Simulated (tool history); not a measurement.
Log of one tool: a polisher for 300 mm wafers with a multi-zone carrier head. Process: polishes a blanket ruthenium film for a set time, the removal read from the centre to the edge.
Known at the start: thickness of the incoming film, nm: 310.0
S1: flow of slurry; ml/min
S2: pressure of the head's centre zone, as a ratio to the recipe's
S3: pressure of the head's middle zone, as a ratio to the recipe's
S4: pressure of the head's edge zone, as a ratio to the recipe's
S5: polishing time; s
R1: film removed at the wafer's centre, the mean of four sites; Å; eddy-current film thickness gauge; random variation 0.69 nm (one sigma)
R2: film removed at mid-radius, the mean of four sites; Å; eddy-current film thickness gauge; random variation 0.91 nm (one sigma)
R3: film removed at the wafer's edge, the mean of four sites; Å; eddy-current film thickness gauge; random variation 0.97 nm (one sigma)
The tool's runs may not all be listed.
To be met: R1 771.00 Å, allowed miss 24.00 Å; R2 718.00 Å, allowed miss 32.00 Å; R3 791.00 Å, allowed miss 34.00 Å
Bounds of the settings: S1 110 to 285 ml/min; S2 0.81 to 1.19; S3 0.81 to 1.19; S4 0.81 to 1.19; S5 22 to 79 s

| run | hour | S1 | S2 | S3 | S4 | S5 | R1 | R2 | R3 |
|---|---|---|---|---|---|---|---|---|---|
| 1 | 0.0 | 180 | 1.00 | 1.00 | 1.00 | 50 | 500.23 | 513.76 | 500.87 |
| 2 | 3.7 | 180 | 1.01 | 0.99 | 1.02 | 52 | 525.75 | 528.05 | 542.22 |
| 3 | 4.9 | 185 | 1.03 | 1.00 | 1.04 | 53 | 547.75 | 531.25 | 561.84 |
| 4 | 11.1 | 190 | 1.04 | 1.02 | 1.05 | 55 | 585.53 | 581.18 | 563.34 |
| 5 | 18.2 | 190 | 1.04 | 1.01 | 1.06 | 57 | 607.00 | 597.53 | 601.90 |
| 6 | 21.6 | 190 | 1.01 | 1.01 | 1.06 | 57 | 592.04 | 593.89 | 601.98 |
| 7 | 26.8 | 190 | 1.01 | 1.01 | 1.07 | 58 | 601.14 | 617.32 | 627.13 |
| 8 | 34.6 | 195 | 1.02 | 1.01 | 1.08 | 59 | 610.16 | 618.40 | 633.56 |
| 9 | 41.6 | 195 | 1.03 | 1.01 | 1.09 | 60 | 641.04 | 638.90 | 628.01 |
| 10 | 45.7 | 190 | 1.03 | 1.00 | 1.09 | 62 | 650.86 | 636.21 | 653.52 |

4 next moves are on the table. One of them brings every result within its allowed miss. Which?
| A | 49.8 | 205 | 1.19 | 0.97 | 1.03 | 56 | ? | ? | ? |
| B | 49.8 | 190 | 0.88 | 0.97 | 1.19 | 78 | ? | ? | ? |
| C | 49.8 | 215 | 1.05 | 0.99 | 1.19 | 70 | ? | ? | ? |
| D | 49.8 | 180 | 1.03 | 0.86 | 1.19 | 71 | ? | ? | ? |

| move | R1 | R2 | R3 |
|---|---|---|---|
| A | 686.53 | 571.55 | 600.14 |
| B | 696.12 | 787.73 | 883.82 |
| C | 762.61 | 732.31 | 804.22 |
| D | 734.40 | 642.28 | 800.24 |
A: further off than the last run
B: nearer than the last run, and not there yet
C: meets every target
D: nearer than the last run, and not there yet
The right move is C.
